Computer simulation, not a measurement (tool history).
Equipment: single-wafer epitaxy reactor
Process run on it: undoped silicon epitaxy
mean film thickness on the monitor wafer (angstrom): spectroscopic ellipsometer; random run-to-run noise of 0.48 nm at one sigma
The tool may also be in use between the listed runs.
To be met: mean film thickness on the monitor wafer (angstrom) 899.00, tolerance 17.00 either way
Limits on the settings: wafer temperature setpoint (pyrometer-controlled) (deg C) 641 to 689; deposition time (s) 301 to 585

run  hour  wafer temperature setpoint (pyrometer-controlled) (deg C)  deposition time (s)  mean film thickness on the monitor wafer (angstrom)
  1   0.0                                                        665                  443                                              1057.60
  2   1.9                                                        673                  443                                              1221.20
  3  10.1                                                        667                  442                                              1102.60
  4  18.8                                                        663                  441                                              1020.30
  5  24.1                                                        663                  497                                              1137.20
  6  26.7                                                        663                  441                                              1022.40
  7  30.3                                                        661                  440                                               978.59
  8  38.4                                                        659                  440                                               941.96
  9  45.8                                                        658                  440                                               924.95

5 candidate next runs follow, results not yet known. Just one meets every target within its allowed miss. Identify it.
  A  53.2                                                        663                  406                                                    ?
  B  53.2                                                        661                  441                                                    ?
  C  53.2                                                        661                  422                                                    ?
  D  53.2                                                        663                  393                                                    ?
  E  53.2                                                        653                  499                                                    ?

move  mean film thickness on the monitor wafer (angstrom)
   A                                               934.01
   B                                               977.35
   C                                               935.24
   D                                               904.11
   E                                               951.11
A: the biggest miss grows against the last run
B: the biggest miss grows against the last run
C: the biggest miss grows against the last run
D: all results land within tolerance of their targets
E: the biggest miss grows against the last run
D meets every target.

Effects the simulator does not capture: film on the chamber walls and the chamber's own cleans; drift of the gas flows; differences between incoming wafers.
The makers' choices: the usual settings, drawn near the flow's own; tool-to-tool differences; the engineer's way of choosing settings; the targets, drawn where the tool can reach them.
